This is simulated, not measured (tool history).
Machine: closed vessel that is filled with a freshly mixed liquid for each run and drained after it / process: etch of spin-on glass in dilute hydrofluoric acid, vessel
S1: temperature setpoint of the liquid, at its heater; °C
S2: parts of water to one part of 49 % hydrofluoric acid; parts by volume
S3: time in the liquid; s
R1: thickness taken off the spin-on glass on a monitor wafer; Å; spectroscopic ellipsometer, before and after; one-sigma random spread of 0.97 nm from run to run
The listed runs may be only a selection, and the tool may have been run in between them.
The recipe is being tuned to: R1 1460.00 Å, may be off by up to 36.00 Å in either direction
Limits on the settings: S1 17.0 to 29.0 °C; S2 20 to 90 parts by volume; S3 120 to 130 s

run,hour,S1,S2,S3,R1
1,0.0,21.0,50,120,595.89
2,2.4,23.0,50,120,649.40
3,4.1,23.0,40,120,819.37
4,4.6,23.0,25,120,1359.50
5,11.0,23.0,20,120,1675.30
6,15.4,22.0,20,120,1612.40
7,16.9,21.0,20,120,1553.50
8,24.8,20.5,20,120,1522.60

Of the 4 settings listed for the next run, only one would bring every result within its allowed miss of target. Which one?
A,32.7,20.5,20,130,?
B,32.7,17.5,20,130,?
C,32.7,20.5,20,125,?
D,32.7,19.0,20,130,?

move,R1
A,1644.10
B,1441.80
C,1580.90
D,1540.20
A: its largest miss is bigger than the last run's
B: every result lands within tolerance
C: its largest miss is bigger than the last run's
D: its largest miss is bigger than the last run's
B meets every target.

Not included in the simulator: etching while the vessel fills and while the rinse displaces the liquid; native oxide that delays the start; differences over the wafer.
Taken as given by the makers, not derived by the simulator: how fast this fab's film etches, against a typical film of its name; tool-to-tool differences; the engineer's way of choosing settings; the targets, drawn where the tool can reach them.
